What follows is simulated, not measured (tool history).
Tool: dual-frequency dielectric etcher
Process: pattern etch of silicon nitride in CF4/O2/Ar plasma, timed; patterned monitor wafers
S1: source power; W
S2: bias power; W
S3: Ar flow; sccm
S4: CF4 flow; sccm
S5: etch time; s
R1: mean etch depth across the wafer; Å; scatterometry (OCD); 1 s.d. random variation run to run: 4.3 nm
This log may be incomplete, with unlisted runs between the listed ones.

run	hour	S1	S2	S3	S4	S5	R1
1	0.0	450	34	137	110	611	9267.7
2	3.0	420	34	137	110	611	9075.1
3	12.0	470	34	137	110	611	9657.5
4	14.0	470	34	137	101	611	9466.2
5	22.2	470	34	127	101	611	9556.5
6	27.5	440	34	127	101	611	9095.2
7	29.2	420	34	127	101	611	8922.9
8	35.2	400	34	127	101	611	8754.7
9	41.5	380	34	128	101	611	8427.3
10	42.9	380	34	128	101	611	8399.2

Run 11 has not been measured yet. What should we expect?
11	46.4	370	34	128	101	611	?

R1: 8415.1 Å
